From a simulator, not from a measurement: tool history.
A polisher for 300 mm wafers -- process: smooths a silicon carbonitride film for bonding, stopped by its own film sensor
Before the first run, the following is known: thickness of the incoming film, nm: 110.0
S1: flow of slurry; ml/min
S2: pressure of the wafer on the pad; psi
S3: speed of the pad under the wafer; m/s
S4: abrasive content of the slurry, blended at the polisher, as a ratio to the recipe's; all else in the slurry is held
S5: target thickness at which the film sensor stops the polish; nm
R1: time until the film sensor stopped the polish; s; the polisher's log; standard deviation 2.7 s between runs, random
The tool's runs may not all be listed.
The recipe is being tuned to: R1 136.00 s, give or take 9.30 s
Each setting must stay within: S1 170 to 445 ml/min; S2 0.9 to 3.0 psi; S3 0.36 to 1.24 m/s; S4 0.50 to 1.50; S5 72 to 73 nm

run 1 hour=0.0 | S1=285 S2=1.9 S3=0.80 S4=1.00 S5=73 | R1=231.33
run 2 hour=6.9 | S1=285 S2=1.5 S3=0.80 S4=1.00 S5=73 | R1=263.30
run 3 hour=14.8 | S1=285 S2=1.5 S3=0.80 S4=1.00 S5=72 | R1=278.12
run 4 hour=19.2 | S1=285 S2=1.7 S3=0.84 S4=1.00 S5=72 | R1=238.54
run 5 hour=20.4 | S1=250 S2=1.7 S3=0.84 S4=1.00 S5=72 | R1=245.73
run 6 hour=27.3 | S1=250 S2=1.9 S3=0.86 S4=1.00 S5=72 | R1=214.66
run 7 hour=30.2 | S1=250 S2=2.5 S3=0.92 S4=1.00 S5=72 | R1=163.29
run 8 hour=35.1 | S1=250 S2=2.5 S3=0.92 S4=1.00 S5=72 | R1=167.44
run 9 hour=41.8 | S1=250 S2=2.6 S3=0.94 S4=1.00 S5=72 | R1=155.69
-- hour=50.8 slurry nozzle cleaned
run 10 hour=50.8 | S1=250 S2=2.7 S3=0.94 S4=1.00 S5=72 | R1=144.32
run 11 hour=58.2 | S1=250 S2=2.7 S3=0.94 S4=1.00 S5=72 | R1=147.37

Which one of the following 5 next-run settings gets every result inside its allowed miss? There is exactly one.
run A hour=65.6 | S1=205 S2=2.5 S3=1.00 S4=0.95 S5=73 | R1=?
run B hour=65.6 | S1=170 S2=2.7 S3=0.80 S4=1.05 S5=73 | R1=?
run C hour=65.6 | S1=265 S2=2.7 S3=0.88 S4=0.95 S5=72 | R1=?
run D hour=65.6 | S1=270 S2=2.9 S3=0.90 S4=0.95 S5=73 | R1=?
run E hour=65.6 | S1=385 S2=1.9 S3=1.04 S4=1.15 S5=72 | R1=?

move=A R1=155.84
move=B R1=172.02
move=C R1=160.18
move=D R1=143.49
move=E R1=168.75
A: lands further from the targets than the last run did
B: lands further from the targets than the last run did
C: lands further from the targets than the last run did
D: all results land within tolerance of their targets
E: lands further from the targets than the last run did
Go with D: it meets all targets.
